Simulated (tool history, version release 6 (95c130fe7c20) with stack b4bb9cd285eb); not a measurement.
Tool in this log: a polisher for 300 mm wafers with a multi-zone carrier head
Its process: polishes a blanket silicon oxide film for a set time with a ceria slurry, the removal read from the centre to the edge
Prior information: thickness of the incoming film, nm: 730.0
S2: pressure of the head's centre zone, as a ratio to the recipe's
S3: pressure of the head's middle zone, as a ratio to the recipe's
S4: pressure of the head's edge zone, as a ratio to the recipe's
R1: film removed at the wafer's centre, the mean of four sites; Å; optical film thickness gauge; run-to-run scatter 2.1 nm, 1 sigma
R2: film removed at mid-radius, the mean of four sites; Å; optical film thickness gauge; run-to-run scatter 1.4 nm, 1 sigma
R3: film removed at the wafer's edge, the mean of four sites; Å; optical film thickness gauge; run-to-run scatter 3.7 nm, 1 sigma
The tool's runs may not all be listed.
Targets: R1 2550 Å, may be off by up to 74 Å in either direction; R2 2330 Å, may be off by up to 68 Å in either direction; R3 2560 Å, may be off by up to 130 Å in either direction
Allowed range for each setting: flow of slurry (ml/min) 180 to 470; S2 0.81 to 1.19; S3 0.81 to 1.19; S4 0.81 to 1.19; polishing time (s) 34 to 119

Run 1, hour 0: flow of slurry (ml/min) 300, S2 1, S3 1, S4 1, polishing time (s) 76. Result: R1 1846.8 Å, R2 1877.2 Å, R3 1938.5 Å.
Run 2, hour 1.2: flow of slurry (ml/min) 300, S2 1.01, S3 1, S4 1.02, polishing time (s) 78. Result: R1 1892.2 Å, R2 1918.2 Å, R3 1922.6 Å.
Run 3, hour 4: flow of slurry (ml/min) 300, S2 1.05, S3 1, S4 1.02, polishing time (s) 78. Result: R1 1974.3 Å, R2 1911 Å, R3 1898.7 Å.
Run 4, hour 12.3: flow of slurry (ml/min) 300, S2 1.05, S3 1, S4 1.1, polishing time (s) 78. Result: R1 1980.7 Å, R2 1933.6 Å, R3 2020.3 Å.
Run 5, hour 19.2: flow of slurry (ml/min) 305, S2 1.06, S3 1, S4 1.11, polishing time (s) 80. Result: R1 2031.4 Å, R2 1955.4 Å, R3 2079.6 Å.
Run 6, hour 26.3: flow of slurry (ml/min) 305, S2 1.06, S3 0.91, S4 1.11, polishing time (s) 80. Result: R1 2043.7 Å, R2 1795.5 Å, R3 2041.5 Å.
Run 7, hour 28.4: flow of slurry (ml/min) 310, S2 1.06, S3 0.92, S4 1.12, polishing time (s) 82. Result: R1 2099.2 Å, R2 1878.9 Å, R3 2096.6 Å.
Run 8, hour 34.7: flow of slurry (ml/min) 305, S2 1.06, S3 0.93, S4 1.13, polishing time (s) 84. Result: R1 2200.4 Å, R2 1929.2 Å, R3 2233.1 Å.
Run 9, hour 43.5: flow of slurry (ml/min) 305, S2 1.06, S3 0.94, S4 1.13, polishing time (s) 85. Result: R1 2188.4 Å, R2 1985.5 Å, R3 2205.4 Å.

Pick the move, out of 4, that brings all results within their allowed miss; only one does.
Run A, hour 52.3: flow of slurry (ml/min) 330, S2 1.15, S3 0.97, S4 1.13, polishing time (s) 97. Result: R1 ?, R2 ?, R3 ?.
Run B, hour 52.3: flow of slurry (ml/min) 375, S2 1.01, S3 1.19, S4 0.99, polishing time (s) 79. Result: R1 ?, R2 ?, R3 ?.
Run C, hour 52.3: flow of slurry (ml/min) 340, S2 1.06, S3 0.95, S4 1.11, polishing time (s) 98. Result: R1 ?, R2 ?, R3 ?.
Run D, hour 52.3: flow of slurry (ml/min) 285, S2 1.14, S3 0.96, S4 1.12, polishing time (s) 99. Result: R1 ?, R2 ?, R3 ?.

move      R1      R2      R3
   A  2699.2  2330.2  2633.7
   B  1969.6  2282.6  2017.2
   C  2532.1  2319.7    2642
   D  2696.9  2330.3  2652.2
A: brings the last run's worst result on target, with another outside its allowed miss
B: brings the last run's worst result on target, with another outside its allowed miss
C: every result within its allowed miss
D: brings the last run's worst result on target, with another outside its allowed miss
So the answer is move C, the one that meets all the targets.
